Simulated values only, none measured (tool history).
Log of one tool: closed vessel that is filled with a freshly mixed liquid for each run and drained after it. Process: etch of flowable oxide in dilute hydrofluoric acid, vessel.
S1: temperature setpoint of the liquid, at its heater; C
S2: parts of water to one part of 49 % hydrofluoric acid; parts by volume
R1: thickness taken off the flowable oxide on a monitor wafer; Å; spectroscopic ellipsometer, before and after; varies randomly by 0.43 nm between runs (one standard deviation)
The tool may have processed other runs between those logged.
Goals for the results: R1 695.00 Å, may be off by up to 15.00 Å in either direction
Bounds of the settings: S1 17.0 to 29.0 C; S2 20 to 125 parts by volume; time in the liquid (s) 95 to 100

{"run": 1, "day": 0.0, "S1": 21.0, "S2": 70, "time in the liquid (s)": 95, "R1": 310.07}
{"run": 2, "day": 0.029, "S1": 21.0, "S2": 70, "time in the liquid (s)": 95, "R1": 311.07}
{"run": 3, "day": 0.254, "S1": 22.5, "S2": 70, "time in the liquid (s)": 95, "R1": 334.19}
{"run": 4, "day": 0.538, "S1": 22.5, "S2": 85, "time in the liquid (s)": 95, "R1": 271.23}
{"run": 5, "day": 0.9, "S1": 24.5, "S2": 70, "time in the liquid (s)": 95, "R1": 363.06}
{"run": 6, "day": 1.225, "S1": 26.0, "S2": 60, "time in the liquid (s)": 95, "R1": 453.89}
{"run": 7, "day": 1.396, "S1": 27.0, "S2": 55, "time in the liquid (s)": 95, "R1": 517.97}
{"run": 8, "day": 1.742, "S1": 27.5, "S2": 50, "time in the liquid (s)": 95, "R1": 591.08}
{"run": 9, "day": 1.962, "S1": 28.0, "S2": 50, "time in the liquid (s)": 95, "R1": 603.17}
{"run": 10, "day": 2.171, "S1": 28.5, "S2": 50, "time in the liquid (s)": 95, "R1": 605.76}

Below are 4 possible settings for the next run. Only one of them brings all results inside the allowed miss of their targets. Which is it?
{"run": "A", "day": 2.379, "S1": 29.0, "S2": 45, "time in the liquid (s)": 95, "R1": "?"}
{"run": "B", "day": 2.379, "S1": 27.0, "S2": 55, "time in the liquid (s)": 95, "R1": "?"}
{"run": "C", "day": 2.379, "S1": 28.5, "S2": 55, "time in the liquid (s)": 95, "R1": "?"}
{"run": "D", "day": 2.379, "S1": 29.0, "S2": 55, "time in the liquid (s)": 95, "R1": "?"}

move=A R1=694.26
move=B R1=516.88
move=C R1=548.65
move=D R1=559.58
A: meets every target
B: its largest miss is bigger than the last run's
C: its largest miss is bigger than the last run's
D: its largest miss is bigger than the last run's
Move A is the one to make.

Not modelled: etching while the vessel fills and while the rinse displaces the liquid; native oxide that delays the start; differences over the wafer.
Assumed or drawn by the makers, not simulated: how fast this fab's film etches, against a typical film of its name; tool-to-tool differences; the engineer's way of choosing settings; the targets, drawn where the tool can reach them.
